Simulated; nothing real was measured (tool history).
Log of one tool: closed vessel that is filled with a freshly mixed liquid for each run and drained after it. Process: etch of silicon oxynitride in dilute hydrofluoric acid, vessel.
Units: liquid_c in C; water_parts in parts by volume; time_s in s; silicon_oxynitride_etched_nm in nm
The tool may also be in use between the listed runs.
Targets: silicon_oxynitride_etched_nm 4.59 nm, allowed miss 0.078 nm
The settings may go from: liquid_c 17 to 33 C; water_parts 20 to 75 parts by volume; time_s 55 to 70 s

Run 1, hour 0: liquid_c 25 C, water_parts 45 parts by volume, time_s 70 s. Result: silicon_oxynitride_etched_nm 5.1514 nm.
Run 2, hour 4.5: liquid_c 24.5 C, water_parts 45 parts by volume, time_s 70 s. Result: silicon_oxynitride_etched_nm 5.008 nm.
Run 3, hour 9.6: liquid_c 24 C, water_parts 45 parts by volume, time_s 70 s. Result: silicon_oxynitride_etched_nm 4.8642 nm.
Run 4, hour 16.2: liquid_c 24 C, water_parts 45 parts by volume, time_s 70 s. Result: silicon_oxynitride_etched_nm 4.9061 nm.
Run 5, hour 24.5: liquid_c 23.5 C, water_parts 45 parts by volume, time_s 70 s. Result: silicon_oxynitride_etched_nm 4.7274 nm.
Run 6, hour 29.1: liquid_c 27 C, water_parts 45 parts by volume, time_s 70 s. Result: silicon_oxynitride_etched_nm 5.6807 nm.
Run 7, hour 38.4: liquid_c 26 C, water_parts 45 parts by volume, time_s 70 s. Result: silicon_oxynitride_etched_nm 5.3432 nm.
At hour 43.8: hydrofluoric acid flow meter replaced.
Run 8, hour 43.8: liquid_c 22.5 C, water_parts 45 parts by volume, time_s 70 s. Result: silicon_oxynitride_etched_nm 5.0547 nm.

Which of these 4 next moves meets every target?
Run A, hour 49.2: liquid_c 22.5 C, water_parts 45 parts by volume, time_s 60 s. Result: silicon_oxynitride_etched_nm ?.
Run B, hour 49.2: liquid_c 25 C, water_parts 50 parts by volume, time_s 60 s. Result: silicon_oxynitride_etched_nm ?.
Run C, hour 49.2: liquid_c 22 C, water_parts 45 parts by volume, time_s 65 s. Result: silicon_oxynitride_etched_nm ?.
Run D, hour 49.2: liquid_c 22 C, water_parts 40 parts by volume, time_s 70 s. Result: silicon_oxynitride_etched_nm ?.

move  silicon_oxynitride_etched_nm
   A                        4.3677
   B                        4.4251
   C                        4.6158
   D                        5.6122
A: takes the result that was furthest off past its target
B: takes the result that was furthest off past its target
C: meets every target
D: further off than the last run
Answer: C
